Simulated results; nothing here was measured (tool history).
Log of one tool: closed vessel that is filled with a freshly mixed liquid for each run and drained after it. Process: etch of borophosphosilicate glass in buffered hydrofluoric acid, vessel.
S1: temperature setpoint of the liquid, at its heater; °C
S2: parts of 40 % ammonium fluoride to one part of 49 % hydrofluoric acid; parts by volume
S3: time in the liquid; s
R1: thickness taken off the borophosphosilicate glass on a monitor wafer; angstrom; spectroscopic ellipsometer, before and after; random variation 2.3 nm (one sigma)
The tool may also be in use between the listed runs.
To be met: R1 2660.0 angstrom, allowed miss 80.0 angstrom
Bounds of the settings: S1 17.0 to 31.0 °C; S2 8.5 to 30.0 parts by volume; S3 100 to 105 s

| run | hour | S1 | S2 | S3 | R1 |
|---|---|---|---|---|---|
| 1 | 0.0 | 23.0 | 23.0 | 100 | 1257.2 |
| 2 | 8.8 | 24.5 | 21.0 | 100 | 1459.3 |
| 3 | 11.4 | 24.5 | 21.0 | 105 | 1539.3 |
| 4 | 13.0 | 24.5 | 18.5 | 105 | 1727.6 |
| 5 | 19.5 | 24.5 | 18.5 | 105 | 1734.2 |
| 6 | 20.0 | 25.5 | 18.0 | 105 | 1880.3 |
| 7 | 26.2 | 26.5 | 18.0 | 105 | 1999.0 |
| 8 | 28.9 | 27.5 | 18.0 | 105 | 2091.5 |
| 9 | 31.3 | 28.0 | 17.5 | 105 | 2219.3 |
| 10 | 32.3 | 28.5 | 17.5 | 105 | 2215.3 |
| 11 | 36.6 | 29.0 | 17.0 | 105 | 2353.6 |
| 12 | 37.3 | 29.5 | 17.0 | 105 | 2444.8 |
| 13 | 39.4 | 30.0 | 17.0 | 105 | 2482.5 |

Which of these 5 next moves meets every target?
| A | 41.5 | 29.5 | 18.0 | 105 | ? |
| B | 41.5 | 30.0 | 16.5 | 100 | ? |
| C | 41.5 | 26.5 | 12.5 | 100 | ? |
| D | 41.5 | 22.0 | 11.5 | 100 | ? |
| E | 41.5 | 31.0 | 20.0 | 105 | ? |

| move | R1 |
|---|---|
| A | 2287.4 |
| B | 2436.4 |
| C | 2662.8 |
| D | 2267.9 |
| E | 2229.9 |
A: further off than the last run
B: further off than the last run
C: meets every target
D: further off than the last run
E: further off than the last run
The right move is C.
